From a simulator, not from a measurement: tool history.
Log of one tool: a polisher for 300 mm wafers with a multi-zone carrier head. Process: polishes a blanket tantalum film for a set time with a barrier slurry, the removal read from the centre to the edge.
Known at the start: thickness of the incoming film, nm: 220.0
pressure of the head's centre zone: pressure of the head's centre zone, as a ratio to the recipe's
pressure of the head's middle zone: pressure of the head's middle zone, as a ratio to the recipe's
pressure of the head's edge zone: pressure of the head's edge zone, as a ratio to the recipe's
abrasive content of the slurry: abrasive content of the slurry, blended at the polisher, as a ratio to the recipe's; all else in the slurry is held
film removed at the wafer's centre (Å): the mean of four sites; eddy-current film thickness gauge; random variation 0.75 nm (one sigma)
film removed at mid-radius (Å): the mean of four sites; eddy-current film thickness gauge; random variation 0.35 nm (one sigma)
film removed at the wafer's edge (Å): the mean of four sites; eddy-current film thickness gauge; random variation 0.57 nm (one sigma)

| run | day | flow of slurry (ml/min) | pressure of the head's centre zone | pressure of the head's middle zone | pressure of the head's edge zone | abrasive content of the slurry | polishing time (s) | film removed at the wafer's centre (Å) | film removed at mid-radius (Å) | film removed at the wafer's edge (Å) |
|---|---|---|---|---|---|---|---|---|---|---|
| 1 | 0.000 | 195 | 1.00 | 1.00 | 1.00 | 1.00 | 34 | 399.36 | 413.67 | 407.27 |
| 2 | 0.225 | 200 | 1.02 | 0.97 | 1.03 | 1.10 | 36 | 451.01 | 443.43 | 457.16 |
| 3 | 0.492 | 200 | 1.07 | 0.97 | 1.03 | 1.10 | 36 | 474.80 | 442.47 | 454.03 |
| 4 | 0.546 | 200 | 1.07 | 0.97 | 1.03 | 1.00 | 36 | 449.57 | 427.47 | 443.33 |
| 5 | 0.575 | 205 | 1.07 | 0.95 | 1.06 | 1.10 | 37 | 488.64 | 449.15 | 476.21 |
| 6 | 0.692 | 205 | 1.07 | 0.95 | 1.06 | 1.10 | 44 | 575.06 | 538.01 | 556.22 |

Forecast run 7:
| 7 | 0.821 | 215 | 1.07 | 0.93 | 1.09 | 1.15 | 44 | ? | ? | ? |

{"run 7": {"film removed at the wafer's centre (Å)": 596.4, "film removed at mid-radius (Å)": 531.93, "film removed at the wafer's edge (Å)": 590.28}}
